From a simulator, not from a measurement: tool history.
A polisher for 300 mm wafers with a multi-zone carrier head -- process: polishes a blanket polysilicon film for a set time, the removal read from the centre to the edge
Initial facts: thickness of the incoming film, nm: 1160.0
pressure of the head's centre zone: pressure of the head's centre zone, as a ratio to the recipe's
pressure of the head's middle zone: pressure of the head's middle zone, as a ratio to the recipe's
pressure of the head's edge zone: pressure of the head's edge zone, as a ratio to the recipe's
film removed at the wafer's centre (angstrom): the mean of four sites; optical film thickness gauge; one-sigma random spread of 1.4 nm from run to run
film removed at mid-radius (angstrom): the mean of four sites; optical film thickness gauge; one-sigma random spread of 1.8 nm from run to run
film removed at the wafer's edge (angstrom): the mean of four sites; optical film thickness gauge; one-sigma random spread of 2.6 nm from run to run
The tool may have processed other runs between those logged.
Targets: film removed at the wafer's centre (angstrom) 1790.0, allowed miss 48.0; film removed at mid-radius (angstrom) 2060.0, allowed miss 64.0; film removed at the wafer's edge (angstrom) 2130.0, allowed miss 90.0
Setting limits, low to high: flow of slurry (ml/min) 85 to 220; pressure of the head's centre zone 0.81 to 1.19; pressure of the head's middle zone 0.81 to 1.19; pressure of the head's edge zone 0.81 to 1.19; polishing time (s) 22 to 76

run,hour,flow of slurry (ml/min),pressure of the head's centre zone,pressure of the head's middle zone,pressure of the head's edge zone,polishing time (s),film removed at the wafer's centre (angstrom),film removed at mid-radius (angstrom),film removed at the wafer's edge (angstrom)
1,0.0,140,1.00,1.00,1.00,49,3430.8,3728.5,3817.0
2,4.1,105,1.00,1.00,1.00,49,3163.6,3429.2,3556.2
3,8.9,100,0.98,0.99,0.98,45,2798.3,3057.5,3210.6
4,16.8,100,0.97,0.99,0.96,42,2594.0,2874.6,3005.1
5,22.7,100,0.96,0.99,0.94,40,2431.5,2751.0,2807.7
# hour 25.6: centre zone pressure recalibrated
6,25.6,100,1.01,0.99,0.94,40,2744.9,2755.5,2758.6
7,29.2,100,0.99,0.98,0.92,38,2539.9,2600.9,2656.6
8,35.3,105,0.89,0.98,0.85,25,1551.1,1732.2,1672.2
9,42.7,115,0.89,0.98,0.89,25,1596.4,1795.4,1704.6
10,43.7,110,0.90,0.98,0.93,25,1578.4,1747.6,1770.2
11,45.8,120,0.90,0.99,0.96,25,1656.0,1793.0,1823.2

Below are 4 possible settings for the next run. Only one of them brings all results inside the allowed miss of their targets. Which is it?
A,47.9,195,0.84,1.06,0.88,26,?,?,?
B,47.9,135,0.82,0.93,0.91,29,?,?,?
C,47.9,125,0.92,1.09,1.01,28,?,?,?
D,47.9,85,0.84,0.81,1.13,29,?,?,?

move,film removed at the wafer's centre (angstrom),film removed at mid-radius (angstrom),film removed at the wafer's edge (angstrom)
A,1771.0,2215.2,1933.5
B,1779.5,2061.8,2083.9
C,1890.9,2232.3,2081.2
D,1542.5,1590.9,2101.7
A: the result that was furthest off in the last run now lies on the other side of its target
B: every result within its allowed miss
C: the result that was furthest off in the last run now lies on the other side of its target
D: moves away from the targets compared with the last run
B is the move that brings every result within its allowed miss.
